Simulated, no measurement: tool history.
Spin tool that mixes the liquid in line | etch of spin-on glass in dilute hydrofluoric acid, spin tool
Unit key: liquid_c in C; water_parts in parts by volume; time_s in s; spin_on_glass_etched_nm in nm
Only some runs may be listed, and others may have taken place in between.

| run | day | liquid_c | water_parts | time_s | spin_on_glass_etched_nm |
|---|---|---|---|---|---|
| 1 | 0 | 20 | 110 | 15 | 4.1952 |
| 2 | 0.058 | 20 | 110 | 15 | 4.146 |
| 3 | 0.158 | 21 | 100 | 15 | 4.8314 |
| 4 | 0.262 | 22 | 90 | 15 | 5.6482 |
| 5 | 0.496 | 23 | 85 | 15 | 6.2714 |
| 6 | 0.708 | 23 | 110 | 15 | 4.7092 |
| 7 | 1.008 | 27 | 65 | 15 | 9.9018 |

Predict the results of run 8:
| 8 | 1.2 | 27.5 | 55 | 15 | ? |

{"run 8": {"spin_on_glass_etched_nm": 12.055}}
